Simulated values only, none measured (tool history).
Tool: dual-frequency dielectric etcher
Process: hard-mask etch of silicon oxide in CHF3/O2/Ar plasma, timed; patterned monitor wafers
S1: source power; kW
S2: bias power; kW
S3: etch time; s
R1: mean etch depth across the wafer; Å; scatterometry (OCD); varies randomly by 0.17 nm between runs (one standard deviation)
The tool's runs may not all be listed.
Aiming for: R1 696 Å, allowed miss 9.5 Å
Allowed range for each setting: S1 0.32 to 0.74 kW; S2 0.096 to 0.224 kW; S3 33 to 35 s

| run | day | S1 | S2 | S3 | R1 |
|---|---|---|---|---|---|
| 1 | 0 | 0.53 | 0.16 | 33 | 580.18 |
| 2 | 0.317 | 0.55 | 0.162 | 33 | 592.61 |
| 3 | 0.442 | 0.57 | 0.163 | 33 | 608.66 |
| 4 | 0.683 | 0.58 | 0.163 | 33 | 610.43 |
| 5 | 0.908 | 0.58 | 0.178 | 33 | 632.2 |
| 6 | 1.192 | 0.54 | 0.178 | 33 | 611.49 |
| 7 | 1.396 | 0.55 | 0.178 | 33 | 615.07 |
| 8 | 1.725 | 0.65 | 0.184 | 33 | 680.85 |

5 next moves are on the table. One of them brings every result within its allowed miss. Which?
| A | 2.054 | 0.61 | 0.193 | 35 | ? |
| B | 2.054 | 0.64 | 0.188 | 34.5 | ? |
| C | 2.054 | 0.69 | 0.188 | 34 | ? |
| D | 2.054 | 0.62 | 0.176 | 35 | ? |
| E | 2.054 | 0.67 | 0.187 | 34 | ? |

| move | R1 |
|---|---|
| A | 712.77 |
| B | 712.37 |
| C | 728.54 |
| D | 693.41 |
| E | 716.65 |
A: pushes the last run's worst result past its target
B: pushes the last run's worst result past its target
C: pushes the last run's worst result past its target
D: each result inside its tolerance
E: pushes the last run's worst result past its target
D is the move that brings every result within its allowed miss.
